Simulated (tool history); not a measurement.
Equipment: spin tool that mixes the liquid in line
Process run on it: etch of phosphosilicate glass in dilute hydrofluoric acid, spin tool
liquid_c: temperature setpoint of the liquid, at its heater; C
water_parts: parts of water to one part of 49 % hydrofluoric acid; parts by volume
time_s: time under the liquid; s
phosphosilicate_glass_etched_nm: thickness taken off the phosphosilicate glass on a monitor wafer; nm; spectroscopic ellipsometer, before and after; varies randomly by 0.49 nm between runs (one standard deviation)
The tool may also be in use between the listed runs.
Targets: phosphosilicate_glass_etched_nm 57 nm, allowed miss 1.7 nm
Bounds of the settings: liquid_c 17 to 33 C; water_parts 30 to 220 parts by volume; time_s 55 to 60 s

run,hour,liquid_c,water_parts,time_s,phosphosilicate_glass_etched_nm
1,0,25,125,55,28.989
2,6.9,25,105,55,34.889
3,14.4,26,100,55,38.346
4,15.2,24.5,100,55,36.932
5,18.2,25.5,95,55,39.84
6,20.9,27.5,95,55,43.146
7,25.1,28,95,55,43.718
8,26.2,32,80,55,62.631
9,31.1,31.5,80,55,61.671

Exercise: of the 4 proposed moves below, exactly one satisfies all targets within the stated allowed misses. Which move is it?
A,36,29,75,55,?
B,36,30,80,55,?
C,36,29,80,60,?
D,36,31,80,55,?

move,phosphosilicate_glass_etched_nm
A,60.379
B,58.365
C,61.286
D,60.615
A: better than the last run, though not everything is in spec
B: all results land within tolerance of their targets
C: better than the last run, though not everything is in spec
D: better than the last run, though not everything is in spec
Answer: B
